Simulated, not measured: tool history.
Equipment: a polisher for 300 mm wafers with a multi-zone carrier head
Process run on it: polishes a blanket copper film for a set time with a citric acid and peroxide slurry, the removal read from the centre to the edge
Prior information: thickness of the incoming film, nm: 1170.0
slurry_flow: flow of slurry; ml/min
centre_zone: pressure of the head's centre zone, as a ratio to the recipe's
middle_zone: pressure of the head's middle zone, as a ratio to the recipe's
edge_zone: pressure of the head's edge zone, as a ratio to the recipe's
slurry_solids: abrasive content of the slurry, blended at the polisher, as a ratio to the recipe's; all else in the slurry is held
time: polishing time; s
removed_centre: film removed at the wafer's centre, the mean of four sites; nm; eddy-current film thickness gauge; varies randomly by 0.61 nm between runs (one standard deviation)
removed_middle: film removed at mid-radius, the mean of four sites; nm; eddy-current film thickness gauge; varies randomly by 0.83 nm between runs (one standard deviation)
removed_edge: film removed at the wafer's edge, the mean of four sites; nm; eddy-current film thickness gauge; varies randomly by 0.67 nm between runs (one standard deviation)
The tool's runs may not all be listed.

run  hour  slurry_flow  centre_zone  middle_zone  edge_zone  slurry_solids  time  removed_centre  removed_middle  removed_edge
  1     0          265            1            1          1              1    52          75.739          79.339         79.34
  2   2.6          310            1            1          1              1    52          76.842          82.446        79.425
  3  11.5          345            1            1          1              1    52          79.024          81.933        79.935
  4  14.6          345            1            1          1            1.1    52          78.643          83.743        82.029
  5  19.1          340         0.98            1       0.98           1.05    52          76.712          81.203        79.304
  6  25.7          335         0.96         1.01       0.97           1.05    52          75.576          83.052        80.078
  7    33          330         0.95         1.01       0.96              1    52          74.028          80.346        76.441
  8  36.3          325         0.94         1.01       0.96              1    52          73.091          82.605         78.36
  9  42.7          320         0.93         1.01       0.95              1    52          71.357          80.872        77.038

Run 10 has not been measured yet. What should we expect?
 10  49.8          315         0.92         1.01       0.94              1    52               ?               ?             ?

Run 10 came out at removed_centre 71.742 nm, removed_middle 81.727 nm, removed_edge 76.924 nm.
